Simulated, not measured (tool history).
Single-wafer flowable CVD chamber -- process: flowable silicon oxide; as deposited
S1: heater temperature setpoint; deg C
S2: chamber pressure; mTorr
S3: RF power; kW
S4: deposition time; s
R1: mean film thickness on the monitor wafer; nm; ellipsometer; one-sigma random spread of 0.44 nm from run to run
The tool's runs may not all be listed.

run  hour   S1    S2     S3   S4      R1
  1   0.0  105  1060  1.900  333  248.26
  2   8.2  109  1060  1.900  333  219.52
  3  16.5  112  1060  1.900  333  201.46
  4  23.6  112  1060  1.900  333  202.99
  5  31.4  115  1060  1.900  333  186.93
  6  35.3  117  1060  1.900  333  175.70

Run 7 comes next. What will it give?
  7  43.4  118  1060  1.900  333   ?

R1: 171.12 nm
